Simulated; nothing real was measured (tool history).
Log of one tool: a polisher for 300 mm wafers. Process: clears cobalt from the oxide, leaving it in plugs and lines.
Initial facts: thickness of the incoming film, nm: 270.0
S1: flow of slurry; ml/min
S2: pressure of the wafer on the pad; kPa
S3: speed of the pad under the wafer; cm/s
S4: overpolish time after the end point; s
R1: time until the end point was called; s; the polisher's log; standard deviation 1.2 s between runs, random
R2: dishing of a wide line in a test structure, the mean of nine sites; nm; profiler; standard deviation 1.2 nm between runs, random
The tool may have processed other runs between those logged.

Run 1, hour 0: S1 240 ml/min, S2 9.7 kPa, S3 82 cm/s, S4 27 s. Result: R1 107.96 s, R2 52.193 nm.
Run 2, hour 3.1: S1 240 ml/min, S2 9.7 kPa, S3 66 cm/s, S4 27 s. Result: R1 128.16 s, R2 44.891 nm.
Run 3, hour 4.8: S1 240 ml/min, S2 9.7 kPa, S3 66 cm/s, S4 34 s. Result: R1 128.65 s, R2 52.091 nm.
Run 4, hour 8.4: S1 180 ml/min, S2 9.7 kPa, S3 66 cm/s, S4 34 s. Result: R1 133.36 s, R2 50.226 nm.
Run 5, hour 12.7: S1 180 ml/min, S2 9.7 kPa, S3 66 cm/s, S4 25 s. Result: R1 132.41 s, R2 40.152 nm.
Run 6, hour 19.8: S1 185 ml/min, S2 11.7 kPa, S3 66 cm/s, S4 23 s. Result: R1 110.14 s, R2 47.4 nm.

The next listed run, before its measurement:
Run 7, hour 26.6: S1 185 ml/min, S2 11.7 kPa, S3 66 cm/s, S4 22 s. Result: R1 ?, R2 ?.

Run 7 produced R1 109.23 s, R2 42.429 nm.
